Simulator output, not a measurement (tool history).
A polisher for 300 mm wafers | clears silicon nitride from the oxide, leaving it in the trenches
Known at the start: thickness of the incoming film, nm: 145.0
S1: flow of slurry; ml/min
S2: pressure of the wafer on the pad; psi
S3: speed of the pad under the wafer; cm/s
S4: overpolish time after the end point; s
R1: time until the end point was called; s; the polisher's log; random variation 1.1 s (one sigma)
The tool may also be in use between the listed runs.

{"run": 1, "day": 0.0, "S1": 315, "S2": 2.7, "S3": 122, "S4": 13, "R1": 159.59}
{"run": 2, "day": 0.212, "S1": 315, "S2": 2.7, "S3": 122, "S4": 13, "R1": 157.6}
{"run": 3, "day": 0.429, "S1": 315, "S2": 3.1, "S3": 122, "S4": 13, "R1": 138.65}
{"run": 4, "day": 0.55, "S1": 315, "S2": 2.5, "S3": 122, "S4": 13, "R1": 168.82}
{"run": 5, "day": 0.825, "S1": 315, "S2": 2.5, "S3": 122, "S4": 13, "R1": 169.19}
{"run": 6, "day": 0.883, "S1": 240, "S2": 2.5, "S3": 122, "S4": 13, "R1": 177.41}
{"run": 7, "day": 0.962, "S1": 260, "S2": 2.8, "S3": 122, "S4": 13, "R1": 155.89}
{"run": 8, "day": 1.121, "S1": 265, "S2": 3, "S3": 122, "S4": 13, "R1": 147.28}
{"run": 9, "day": 1.25, "S1": 280, "S2": 3.2, "S3": 122, "S4": 13, "R1": 134.44}
{"run": 10, "day": 1.296, "S1": 290, "S2": 3.3, "S3": 122, "S4": 13, "R1": 131.3}

Forecast run 11:
{"run": 11, "day": 1.4, "S1": 295, "S2": 3.4, "S3": 122, "S4": 13, "R1": "?"}

R1: 124.28 s
